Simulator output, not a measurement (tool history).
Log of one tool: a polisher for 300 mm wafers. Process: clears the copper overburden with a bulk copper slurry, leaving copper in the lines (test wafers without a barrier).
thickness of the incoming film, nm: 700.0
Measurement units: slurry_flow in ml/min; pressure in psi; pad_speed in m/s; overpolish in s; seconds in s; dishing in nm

run,hour,slurry_flow,pressure,pad_speed,slurry_solids,overpolish,seconds,dishing
1,0,285,2.9,1.02,1,10,67.533,63.687
2,1.6,345,2.9,1.02,1,10,67.315,61.266
3,5,375,2.9,1.02,1,10,68.58,63.111
4,12.5,375,2.4,1.02,1,10,80.072,53.906
5,14.9,375,2.8,1.04,1,10,67.721,63.084
6,23.9,375,2.8,1.04,0.85,10,71.162,60.717

Estimate the outcome of run 7 from the log above:
7,25.3,375,3.1,1.06,0.85,10,?,?

seconds: 64.005 s
dishing: 67.077 nm
